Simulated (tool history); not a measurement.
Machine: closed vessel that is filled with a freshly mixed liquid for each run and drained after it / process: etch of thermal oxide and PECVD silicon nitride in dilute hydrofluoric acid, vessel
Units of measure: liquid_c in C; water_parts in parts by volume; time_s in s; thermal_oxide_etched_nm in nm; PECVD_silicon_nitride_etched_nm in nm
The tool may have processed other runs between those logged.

run,hour,liquid_c,water_parts,time_s,thermal_oxide_etched_nm,PECVD_silicon_nitride_etched_nm
1,0,22,70,405,27.446,26.151
2,1.2,21.5,70,405,27.169,25.312
3,6.3,21,70,405,26.334,24.44
4,7.4,21,60,405,31.971,28.477
5,14.4,21,45,405,42.567,37.579
6,17.2,20.5,50,405,36.641,32.762
7,23.6,20,50,405,37,31.71
8,27.3,19.5,50,405,35.521,30.658
9,36.1,19.5,50,405,35.63,30.597
10,36.8,19,50,405,34.934,29.663

Expected results for the next run?
11,42.9,17,70,410,?,?

{"run 11": {"thermal_oxide_etched_nm": 22.97, "PECVD_silicon_nitride_etched_nm": 18.706}}
